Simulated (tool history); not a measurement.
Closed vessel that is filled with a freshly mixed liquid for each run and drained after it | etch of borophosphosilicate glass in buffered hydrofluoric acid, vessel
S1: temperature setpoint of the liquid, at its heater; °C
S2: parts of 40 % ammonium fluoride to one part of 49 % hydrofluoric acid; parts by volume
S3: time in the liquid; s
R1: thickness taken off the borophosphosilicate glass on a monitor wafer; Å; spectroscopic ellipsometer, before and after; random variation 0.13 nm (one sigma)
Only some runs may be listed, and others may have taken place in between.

run    day    S1    S2  S3      R1
  1  0.000  24.0  23.5  30  159.59
  2  0.117  25.0  23.5  30  169.53
  3  0.179  25.5  23.5  30  174.76
  4  0.254  25.5  18.0  30  217.04
  5  0.325  25.0  18.0  30  210.71
  6  0.404  25.0  18.0  30  207.55
  7  0.475  24.5  18.0  30  205.39

Run 8, settings as shown, results not yet in. Your forecast:
  8  0.829  22.5  18.0  30   ?

Run 8 gave R1 184.19 Å.
